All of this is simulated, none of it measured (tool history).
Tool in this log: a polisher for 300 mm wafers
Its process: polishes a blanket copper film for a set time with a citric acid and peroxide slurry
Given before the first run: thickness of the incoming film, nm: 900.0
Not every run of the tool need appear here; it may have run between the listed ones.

run,hour,flow of slurry (ml/min),pressure of the wafer on the pad (psi),speed of the pad under the wafer (cm/s),abrasive content of the slurry,polishing time (s),film removed (Å)
1,0,250,2.7,114,1,48,1210.3
2,4.6,250,2.7,128,1,48,1335.1
3,13.3,315,2.7,128,1,48,1368.2
4,20.9,315,2.3,118,1,48,1118.4
5,26.8,315,2.3,118,0.85,48,1084.8
6,28.8,315,2,110,0.85,48,902.8
7,33.7,310,1.8,106,0.85,48,808.06

Expected results for the next run?
8,36.8,305,1.6,104,0.85,48,?

{"run 8": {"film removed (Å)": 717.7}}
